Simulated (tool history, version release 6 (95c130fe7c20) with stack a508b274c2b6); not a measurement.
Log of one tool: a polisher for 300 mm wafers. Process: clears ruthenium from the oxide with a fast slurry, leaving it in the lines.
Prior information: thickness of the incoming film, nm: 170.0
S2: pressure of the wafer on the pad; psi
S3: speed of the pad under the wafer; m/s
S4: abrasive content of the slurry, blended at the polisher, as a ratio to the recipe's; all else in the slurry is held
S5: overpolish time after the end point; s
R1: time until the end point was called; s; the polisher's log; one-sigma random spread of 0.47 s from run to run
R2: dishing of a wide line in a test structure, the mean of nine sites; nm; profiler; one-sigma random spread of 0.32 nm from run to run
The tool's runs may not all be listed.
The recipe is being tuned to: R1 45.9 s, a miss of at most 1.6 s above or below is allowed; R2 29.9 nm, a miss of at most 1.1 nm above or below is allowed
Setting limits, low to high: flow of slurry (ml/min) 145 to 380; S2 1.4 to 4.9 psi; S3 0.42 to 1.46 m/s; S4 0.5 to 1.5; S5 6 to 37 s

{"run": 1, "hour": 0.0, "flow of slurry (ml/min)": 245, "S2": 3.1, "S3": 0.94, "S4": 1, "S5": 19, "R1": 47.268, "R2": 42.724}
{"run": 2, "hour": 4.0, "flow of slurry (ml/min)": 245, "S2": 3.1, "S3": 0.94, "S4": 1.1, "S5": 19, "R1": 46.191, "R2": 43.249}
{"run": 3, "hour": 8.4, "flow of slurry (ml/min)": 245, "S2": 3.1, "S3": 0.94, "S4": 1.25, "S5": 19, "R1": 45.322, "R2": 43.829}
{"run": 4, "hour": 15.9, "flow of slurry (ml/min)": 245, "S2": 3.1, "S3": 0.94, "S4": 1.25, "S5": 12, "R1": 43.716, "R2": 32.661}
{"run": 5, "hour": 20.5, "flow of slurry (ml/min)": 245, "S2": 3.1, "S3": 0.94, "S4": 1.25, "S5": 16, "R1": 45.013, "R2": 39.954}
{"hour": 25.5, "done": "slurry nozzle cleaned"}
{"run": 6, "hour": 25.5, "flow of slurry (ml/min)": 245, "S2": 3.1, "S3": 0.94, "S4": 1.25, "S5": 23, "R1": 43.107, "R2": 50.298}
{"run": 7, "hour": 33.2, "flow of slurry (ml/min)": 255, "S2": 3, "S3": 0.94, "S4": 1.3, "S5": 19, "R1": 44.054, "R2": 43.543}
{"run": 8, "hour": 35.8, "flow of slurry (ml/min)": 260, "S2": 2.9, "S3": 0.94, "S4": 1.35, "S5": 17, "R1": 45.562, "R2": 41.007}
{"run": 9, "hour": 38.3, "flow of slurry (ml/min)": 255, "S2": 2.9, "S3": 0.94, "S4": 1.35, "S5": 15, "R1": 45.157, "R2": 38.171}
{"run": 10, "hour": 38.8, "flow of slurry (ml/min)": 255, "S2": 2.9, "S3": 0.94, "S4": 1.35, "S5": 13, "R1": 44.717, "R2": 34.575}
{"run": 11, "hour": 44.0, "flow of slurry (ml/min)": 250, "S2": 2.9, "S3": 0.94, "S4": 1.35, "S5": 12, "R1": 45.978, "R2": 32.152}
{"run": 12, "hour": 47.8, "flow of slurry (ml/min)": 250, "S2": 2.9, "S3": 0.94, "S4": 1.35, "S5": 12, "R1": 45.249, "R2": 32.232}
{"run": 13, "hour": 49.3, "flow of slurry (ml/min)": 240, "S2": 2.9, "S3": 0.94, "S4": 1.35, "S5": 12, "R1": 44.982, "R2": 31.754}
{"run": 14, "hour": 50.4, "flow of slurry (ml/min)": 235, "S2": 2.9, "S3": 0.94, "S4": 1.35, "S5": 12, "R1": 44.622, "R2": 32.001}

Which of these 5 next moves meets every target?
{"run": "A", "hour": 51.5, "flow of slurry (ml/min)": 240, "S2": 3.1, "S3": 0.86, "S4": 1.4, "S5": 14, "R1": "?", "R2": "?"}
{"run": "B", "hour": 51.5, "flow of slurry (ml/min)": 205, "S2": 2.8, "S3": 0.94, "S4": 1.5, "S5": 13, "R1": "?", "R2": "?"}
{"run": "C", "hour": 51.5, "flow of slurry (ml/min)": 230, "S2": 2.9, "S3": 1.1, "S4": 1.35, "S5": 12, "R1": "?", "R2": "?"}
{"run": "D", "hour": 51.5, "flow of slurry (ml/min)": 215, "S2": 3, "S3": 0.84, "S4": 1.45, "S5": 11, "R1": "?", "R2": "?"}
{"run": "E", "hour": 51.5, "flow of slurry (ml/min)": 250, "S2": 2.5, "S3": 1, "S4": 1.45, "S5": 14, "R1": "?", "R2": "?"}

move=A R1=43.606 R2=36.406
move=B R1=45.396 R2=33.616
move=C R1=40.588 R2=34.385
move=D R1=45.597 R2=29.645
move=E R1=48.444 R2=33.835
A: moves away from the targets compared with the last run
B: moves away from the targets compared with the last run
C: moves away from the targets compared with the last run
D: all results land within tolerance of their targets
E: moves away from the targets compared with the last run
D is the move that brings every result within its allowed miss.
